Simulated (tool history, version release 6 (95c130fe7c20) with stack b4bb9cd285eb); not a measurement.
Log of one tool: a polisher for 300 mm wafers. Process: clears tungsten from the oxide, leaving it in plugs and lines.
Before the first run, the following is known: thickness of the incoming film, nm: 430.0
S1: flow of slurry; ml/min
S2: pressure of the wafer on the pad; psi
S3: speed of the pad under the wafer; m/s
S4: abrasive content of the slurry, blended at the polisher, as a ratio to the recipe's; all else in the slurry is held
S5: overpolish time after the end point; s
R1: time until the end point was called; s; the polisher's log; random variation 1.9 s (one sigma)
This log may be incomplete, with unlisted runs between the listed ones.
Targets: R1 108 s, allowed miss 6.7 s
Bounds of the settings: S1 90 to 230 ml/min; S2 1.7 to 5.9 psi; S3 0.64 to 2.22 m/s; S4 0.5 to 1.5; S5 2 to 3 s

run	day	S1	S2	S3	S4	S5	R1
1	0	150	3.8	1.42	1	3	71.339
2	0.196	120	3.8	1.42	1	3	73.741
3	0.262	120	4.7	1.42	1	3	62.908
4	0.633	120	5.2	1.42	1	3	53.102
5	0.742	120	4.9	1.4	1	3	59.751
# day 0.858: worn pad replaced by a new one
6	0.858	120	4.6	1.38	1	3	56.01
7	1	120	4.2	1.42	1	3	59.306
8	1.196	130	4	1.38	1	3	63.657
9	1.262	125	3.7	1.4	0.95	3	68.094

Of the 5 settings listed for the next run, only one would bring every result within its allowed miss of target. Which one?
A	1.329	125	3	1.24	1.05	3	?
B	1.329	105	2.7	1.36	1.15	3	?
C	1.329	135	2.6	1.22	1	3	?
D	1.329	150	4.9	1.84	0.85	3	?
E	1.329	90	5	2.12	0.8	3	?

move	R1
A	91.545
B	95.451
C	106.04
D	41.833
E	40.588
A: moves toward the targets from the last run without getting all of them in spec
B: moves toward the targets from the last run without getting all of them in spec
C: all results in spec
D: its largest miss is bigger than the last run's
E: its largest miss is bigger than the last run's
Move C is the one to make.

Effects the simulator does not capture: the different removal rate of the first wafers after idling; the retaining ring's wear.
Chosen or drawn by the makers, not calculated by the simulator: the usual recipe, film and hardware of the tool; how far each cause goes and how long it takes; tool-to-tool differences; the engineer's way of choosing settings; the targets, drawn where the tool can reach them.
